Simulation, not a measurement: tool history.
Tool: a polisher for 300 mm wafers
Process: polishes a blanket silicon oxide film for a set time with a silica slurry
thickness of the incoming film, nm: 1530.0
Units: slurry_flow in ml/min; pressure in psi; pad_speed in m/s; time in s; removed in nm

Run 1, hour 0: slurry_flow 275 ml/min, pressure 4.6 psi, pad_speed 1.4 m/s, slurry_solids 1, time 41 s. Result: removed 170.25 nm.
Run 2, hour 7.8: slurry_flow 275 ml/min, pressure 4.6 psi, pad_speed 1.4 m/s, slurry_solids 1.1, time 41 s. Result: removed 175.19 nm.
Run 3, hour 10.8: slurry_flow 275 ml/min, pressure 4.6 psi, pad_speed 1.26 m/s, slurry_solids 1.1, time 41 s. Result: removed 164.87 nm.
Run 4, hour 11.9: slurry_flow 275 ml/min, pressure 4.9 psi, pad_speed 1.26 m/s, slurry_solids 1.1, time 41 s. Result: removed 172.99 nm.
Run 5, hour 17.8: slurry_flow 345 ml/min, pressure 4.9 psi, pad_speed 1.26 m/s, slurry_solids 1.1, time 41 s. Result: removed 175.17 nm.
At hour 21.5: worn pad replaced by a new one.
Run 6, hour 21.5: slurry_flow 345 ml/min, pressure 5.2 psi, pad_speed 1.26 m/s, slurry_solids 1.1, time 41 s. Result: removed 208.64 nm.
Run 7, hour 26.8: slurry_flow 355 ml/min, pressure 5.2 psi, pad_speed 1.26 m/s, slurry_solids 1.1, time 41 s. Result: removed 209.64 nm.
Run 8, hour 30.1: slurry_flow 365 ml/min, pressure 5.2 psi, pad_speed 1.26 m/s, slurry_solids 1.1, time 41 s. Result: removed 211.71 nm.
Run 9, hour 30.7: slurry_flow 375 ml/min, pressure 5.2 psi, pad_speed 1.26 m/s, slurry_solids 1.1, time 41 s. Result: removed 211.65 nm.

Forecast run 10:
Run 10, hour 36.4: slurry_flow 380 ml/min, pressure 5.2 psi, pad_speed 1.26 m/s, slurry_solids 1.1, time 41 s. Result: removed ?.

Run 10 gave removed 212.6 nm.

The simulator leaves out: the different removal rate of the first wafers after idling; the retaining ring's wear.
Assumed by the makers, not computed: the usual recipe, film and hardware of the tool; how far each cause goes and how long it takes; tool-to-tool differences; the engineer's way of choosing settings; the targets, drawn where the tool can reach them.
